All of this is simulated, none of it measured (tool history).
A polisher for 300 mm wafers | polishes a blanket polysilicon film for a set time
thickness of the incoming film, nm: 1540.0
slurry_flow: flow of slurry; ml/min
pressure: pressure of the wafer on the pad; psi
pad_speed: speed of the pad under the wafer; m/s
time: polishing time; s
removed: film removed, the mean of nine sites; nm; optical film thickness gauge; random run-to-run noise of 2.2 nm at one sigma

Run 1, day 0.000: slurry_flow 290 ml/min, pressure 2.2 psi, pad_speed 0.80 m/s, time 31 s. Result: removed 187.90 nm.
Run 2, day 0.067: slurry_flow 295 ml/min, pressure 2.6 psi, pad_speed 0.80 m/s, time 31 s. Result: removed 219.77 nm.
Run 3, day 0.329: slurry_flow 295 ml/min, pressure 3.1 psi, pad_speed 0.80 m/s, time 31 s. Result: removed 260.10 nm.
Run 4, day 0.675: slurry_flow 350 ml/min, pressure 3.1 psi, pad_speed 0.80 m/s, time 31 s. Result: removed 263.27 nm.
Run 5, day 0.933: slurry_flow 350 ml/min, pressure 2.8 psi, pad_speed 0.80 m/s, time 31 s. Result: removed 239.21 nm.
Run 6, day 1.075: slurry_flow 355 ml/min, pressure 3.0 psi, pad_speed 0.84 m/s, time 31 s. Result: removed 265.84 nm.

What does the tool deliver on the next run?
Run 7, day 1.133: slurry_flow 355 ml/min, pressure 3.2 psi, pad_speed 0.88 m/s, time 31 s. Result: removed ?.

Run 7 produced removed 290.60 nm.

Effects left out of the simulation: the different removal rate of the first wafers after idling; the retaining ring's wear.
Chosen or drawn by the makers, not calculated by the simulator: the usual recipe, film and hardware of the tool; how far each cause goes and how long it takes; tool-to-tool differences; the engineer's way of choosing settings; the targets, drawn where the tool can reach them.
